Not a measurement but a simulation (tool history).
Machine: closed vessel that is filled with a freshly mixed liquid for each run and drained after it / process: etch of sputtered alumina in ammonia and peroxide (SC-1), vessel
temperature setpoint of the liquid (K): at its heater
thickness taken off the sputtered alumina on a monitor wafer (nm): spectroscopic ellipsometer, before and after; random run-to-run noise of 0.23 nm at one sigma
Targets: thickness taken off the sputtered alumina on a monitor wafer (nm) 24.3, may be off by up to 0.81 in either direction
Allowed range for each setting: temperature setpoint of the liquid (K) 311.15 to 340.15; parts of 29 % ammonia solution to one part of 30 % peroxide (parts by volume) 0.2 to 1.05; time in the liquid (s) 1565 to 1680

| run | hour | temperature setpoint of the liquid (K) | parts of 29 % ammonia solution to one part of 30 % peroxide (parts by volume) | time in the liquid (s) | thickness taken off the sputtered alumina on a monitor wafer (nm) |
|---|---|---|---|---|---|
| 1 | 0 | 324.15 | 0.55 | 1565 | 52.304 |
| 2 | 2.4 | 331.15 | 0.55 | 1565 | 76.483 |
| 3 | 6.3 | 331.15 | 0.65 | 1565 | 76.157 |
| 4 | 11.2 | 331.15 | 0.65 | 1565 | 76.327 |
| 5 | 18.7 | 326.65 | 0.65 | 1565 | 60.055 |
| 6 | 24.6 | 323.15 | 0.55 | 1565 | 48.857 |
| 7 | 27.8 | 320.15 | 0.45 | 1565 | 40.454 |
| 8 | 36.6 | 318.15 | 0.45 | 1565 | 36.138 |
| 9 | 38 | 316.65 | 0.45 | 1565 | 33.269 |
| 10 | 43.1 | 315.15 | 0.45 | 1565 | 30.882 |
| 11 | 45.7 | 314.15 | 0.45 | 1565 | 28.991 |
| 12 | 50.3 | 313.65 | 0.45 | 1565 | 28.207 |
| 13 | 56.7 | 313.15 | 0.45 | 1565 | 27.255 |
| 14 | 61.7 | 312.65 | 0.45 | 1565 | 26.408 |
| 15 | 64.9 | 312.15 | 0.45 | 1565 | 25.318 |

Consider the 5 candidate settings below. Which is the only one whose results all fall within their allowed miss of target?
| A | 68.1 | 311.65 | 0.6 | 1610 | ? |
| B | 68.1 | 313.15 | 0.2 | 1630 | ? |
| C | 68.1 | 311.15 | 0.45 | 1590 | ? |
| D | 68.1 | 311.65 | 0.5 | 1635 | ? |
| E | 68.1 | 313.15 | 0.5 | 1565 | ? |

| move | thickness taken off the sputtered alumina on a monitor wafer (nm) |
|---|---|
| A | 26.014 |
| B | 25.908 |
| C | 24.256 |
| D | 25.96 |
| E | 27.163 |
A: lands further from the targets than the last run did
B: lands further from the targets than the last run did
C: all results in spec
D: lands further from the targets than the last run did
E: lands further from the targets than the last run did
Go with C: it meets all targets.

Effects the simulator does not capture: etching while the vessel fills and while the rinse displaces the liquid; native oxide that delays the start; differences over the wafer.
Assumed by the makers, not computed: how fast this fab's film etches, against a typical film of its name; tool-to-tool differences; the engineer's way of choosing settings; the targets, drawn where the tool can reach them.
